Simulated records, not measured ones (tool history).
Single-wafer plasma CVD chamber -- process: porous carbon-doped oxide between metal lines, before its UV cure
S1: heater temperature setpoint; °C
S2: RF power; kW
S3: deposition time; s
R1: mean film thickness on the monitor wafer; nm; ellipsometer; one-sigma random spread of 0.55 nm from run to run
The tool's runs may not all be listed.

| run | hour | S1 | S2 | S3 | R1 |
|---|---|---|---|---|---|
| 1 | 0 | 275 | 0.485 | 20.6 | 119.16 |
| 2 | 5.6 | 275 | 0.525 | 20.6 | 121.66 |
| 3 | 13.6 | 278 | 0.52 | 20.6 | 120.27 |
| 4 | 17.6 | 280 | 0.515 | 20.6 | 118.21 |
| 5 | 20.8 | 280 | 0.515 | 20.6 | 118.42 |
| 6 | 23.7 | 280 | 0.45 | 20.6 | 111.67 |
| 7 | 30.2 | 281 | 0.45 | 20.6 | 109.84 |
| 8 | 38.7 | 282 | 0.45 | 20.6 | 109.92 |
|  | 43.8 | RF generator calibrated |
| 9 | 43.8 | 283 | 0.45 | 20.6 | 113.25 |
| 10 | 44.6 | 283 | 0.44 | 20.5 | 110.63 |

What will run 11 give?
| 11 | 48.9 | 284 | 0.435 | 20.5 | ? |

Run 11 gave R1 110.39 nm.
